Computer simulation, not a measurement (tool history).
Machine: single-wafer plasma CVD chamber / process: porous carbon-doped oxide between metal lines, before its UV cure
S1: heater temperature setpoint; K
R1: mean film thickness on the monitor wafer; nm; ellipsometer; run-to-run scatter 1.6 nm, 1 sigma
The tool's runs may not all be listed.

run 1 hour=0.0 | S1=578.15 RF_power_(W)=675 deposition_time_(s)=46.5 | R1=308.30
run 2 hour=3.7 | S1=578.15 RF_power_(W)=675 deposition_time_(s)=46.5 | R1=310.62
run 3 hour=11.0 | S1=580.15 RF_power_(W)=670 deposition_time_(s)=46.5 | R1=305.58
run 4 hour=14.5 | S1=575.15 RF_power_(W)=670 deposition_time_(s)=46.5 | R1=312.38
run 5 hour=20.6 | S1=577.15 RF_power_(W)=665 deposition_time_(s)=46.5 | R1=313.32
run 6 hour=22.7 | S1=579.15 RF_power_(W)=660 deposition_time_(s)=46.5 | R1=305.38
run 7 hour=28.9 | S1=581.15 RF_power_(W)=655 deposition_time_(s)=46.5 | R1=302.21
run 8 hour=31.6 | S1=583.15 RF_power_(W)=650 deposition_time_(s)=46.5 | R1=297.31

Expected results for the next run?
run 9 hour=34.9 | S1=584.15 RF_power_(W)=645 deposition_time_(s)=46.5 | R1=?

Logged for run 9: R1 293.68 nm.

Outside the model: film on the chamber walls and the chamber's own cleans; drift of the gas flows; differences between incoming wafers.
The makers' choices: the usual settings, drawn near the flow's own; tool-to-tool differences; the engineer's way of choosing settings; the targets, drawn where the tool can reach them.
